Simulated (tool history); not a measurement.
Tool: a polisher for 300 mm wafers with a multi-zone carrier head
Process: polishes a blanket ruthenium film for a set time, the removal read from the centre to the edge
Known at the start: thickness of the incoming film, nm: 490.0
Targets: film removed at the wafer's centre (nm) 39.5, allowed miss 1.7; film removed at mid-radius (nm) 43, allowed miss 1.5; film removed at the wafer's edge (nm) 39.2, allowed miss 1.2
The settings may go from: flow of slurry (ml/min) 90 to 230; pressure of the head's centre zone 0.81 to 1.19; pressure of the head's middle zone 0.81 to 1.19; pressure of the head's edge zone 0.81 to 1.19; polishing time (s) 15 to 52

| run | hour | flow of slurry (ml/min) | pressure of the head's centre zone | pressure of the head's middle zone | pressure of the head's edge zone | polishing time (s) | film removed at the wafer's centre (nm) | film removed at mid-radius (nm) | film removed at the wafer's edge (nm) |
|---|---|---|---|---|---|---|---|---|---|
| 1 | 0 | 150 | 1 | 1 | 1 | 33 | 65.176 | 60.381 | 59.091 |
| 2 | 1.1 | 150 | 1 | 1 | 1.07 | 33 | 67.078 | 61.415 | 61.84 |
| 3 | 6.3 | 145 | 0.96 | 1.01 | 1 | 30 | 57.693 | 54.615 | 54.935 |
| 4 | 13.8 | 145 | 0.96 | 1.01 | 1 | 37 | 72.689 | 67.862 | 67.38 |
| 5 | 21 | 145 | 0.94 | 1.04 | 0.96 | 32 | 59.62 | 59.633 | 56.408 |
| 6 | 29.3 | 145 | 0.94 | 1.04 | 0.96 | 39 | 73.113 | 73.264 | 68.127 |
| 7 | 35 | 140 | 0.92 | 1.05 | 0.92 | 33 | 59.76 | 62.22 | 56.669 |
| 8 | 35.5 | 125 | 0.87 | 1.03 | 0.85 | 23 | 38.183 | 41.831 | 37.5 |

Which of these 5 next moves meets every target?
| A | 36 | 115 | 0.86 | 1.06 | 0.81 | 23 | ? | ? | ? |
| B | 36 | 135 | 0.9 | 1.06 | 0.85 | 22 | ? | ? | ? |
| C | 36 | 105 | 0.85 | 1.01 | 0.81 | 25 | ? | ? | ? |
| D | 36 | 105 | 0.88 | 1.09 | 0.84 | 22 | ? | ? | ? |
| E | 36 | 90 | 0.96 | 1.06 | 0.89 | 23 | ? | ? | ? |

| move | film removed at the wafer's centre (nm) | film removed at mid-radius (nm) | film removed at the wafer's edge (nm) |
|---|---|---|---|
| A | 37.078 | 41.728 | 36.606 |
| B | 38.432 | 41.139 | 36.544 |
| C | 38.969 | 42.725 | 39.3 |
| D | 35.523 | 40.107 | 35.103 |
| E | 38.926 | 39.537 | 36.811 |
A: further off than the last run
B: further off than the last run
C: meets every target
D: further off than the last run
E: further off than the last run
The right move is C.

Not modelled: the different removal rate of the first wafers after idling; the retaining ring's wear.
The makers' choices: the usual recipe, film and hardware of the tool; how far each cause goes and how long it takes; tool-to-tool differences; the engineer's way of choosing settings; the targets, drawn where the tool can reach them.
